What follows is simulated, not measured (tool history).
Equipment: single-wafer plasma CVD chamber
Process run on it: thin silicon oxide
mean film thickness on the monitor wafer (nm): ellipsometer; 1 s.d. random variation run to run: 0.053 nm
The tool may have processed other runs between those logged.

run    day  heater temperature setpoint (deg C)  chamber pressure (mTorr)  RF power (kW)  deposition time (s)  mean film thickness on the monitor wafer (nm)
  1      0                                  400                       606          0.225                   13                                         15.312
  2   0.05                                  400                       635          0.225                   13                                         16.046
  3  0.121                                  400                       659          0.225                   13                                         16.532
  4  0.221                                  408                       659          0.225                   13                                         16.479
  5    0.4                                  408                       602          0.225                   13                                         15.151
  6    0.6                                  408                       602          0.225                 13.4                                         15.571
  7  0.804                                  408                       632          0.225                 13.4                                         16.277
  8  0.854                                  408                       656          0.225                 13.4                                          17.03

What will run 9 give?
  9  0.9                                  408                       672          0.225                 13.4                                              ?

Run 9 gave mean film thickness on the monitor wafer (nm) 17.264.
